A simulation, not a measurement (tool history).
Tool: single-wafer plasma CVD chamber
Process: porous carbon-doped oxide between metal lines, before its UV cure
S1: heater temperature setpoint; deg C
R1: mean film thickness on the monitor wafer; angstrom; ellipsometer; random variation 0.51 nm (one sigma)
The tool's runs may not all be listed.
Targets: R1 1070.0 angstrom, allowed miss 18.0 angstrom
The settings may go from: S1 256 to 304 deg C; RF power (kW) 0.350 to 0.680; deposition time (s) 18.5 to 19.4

{"run": 1, "day": 0.0, "S1": 280, "RF power (kW)": 0.515, "deposition time (s)": 19.4, "R1": 1212.9}
{"run": 2, "day": 0.367, "S1": 280, "RF power (kW)": 0.515, "deposition time (s)": 19.4, "R1": 1205.8}
{"run": 3, "day": 0.45, "S1": 282, "RF power (kW)": 0.515, "deposition time (s)": 19.4, "R1": 1202.5}
{"run": 4, "day": 0.712, "S1": 282, "RF power (kW)": 0.485, "deposition time (s)": 19.4, "R1": 1111.9}
{"run": 5, "day": 0.933, "S1": 283, "RF power (kW)": 0.485, "deposition time (s)": 19.4, "R1": 1112.0}
{"day": 1.058, "done": "RF generator calibrated"}
{"run": 6, "day": 1.058, "S1": 283, "RF power (kW)": 0.485, "deposition time (s)": 18.5, "R1": 1158.6}
{"run": 7, "day": 1.362, "S1": 283, "RF power (kW)": 0.485, "deposition time (s)": 18.5, "R1": 1155.3}
{"run": 8, "day": 1.638, "S1": 285, "RF power (kW)": 0.485, "deposition time (s)": 18.5, "R1": 1140.3}
{"run": 9, "day": 1.992, "S1": 285, "RF power (kW)": 0.48, "deposition time (s)": 18.5, "R1": 1128.6}
{"run": 10, "day": 2.304, "S1": 294, "RF power (kW)": 0.475, "deposition time (s)": 18.5, "R1": 1044.1}

Which of these 4 next moves meets every target?
{"run": "A", "day": 2.617, "S1": 304, "RF power (kW)": 0.495, "deposition time (s)": 18.6, "R1": "?"}
{"run": "B", "day": 2.617, "S1": 297, "RF power (kW)": 0.47, "deposition time (s)": 18.6, "R1": "?"}
{"run": "C", "day": 2.617, "S1": 288, "RF power (kW)": 0.455, "deposition time (s)": 19.0, "R1": "?"}
{"run": "D", "day": 2.617, "S1": 301, "RF power (kW)": 0.485, "deposition time (s)": 18.6, "R1": "?"}

move=A R1=1030.4
move=B R1=1021.3
move=C R1=1065.5
move=D R1=1028.8
A: further off than the last run
B: further off than the last run
C: meets every target
D: further off than the last run
Answer: C
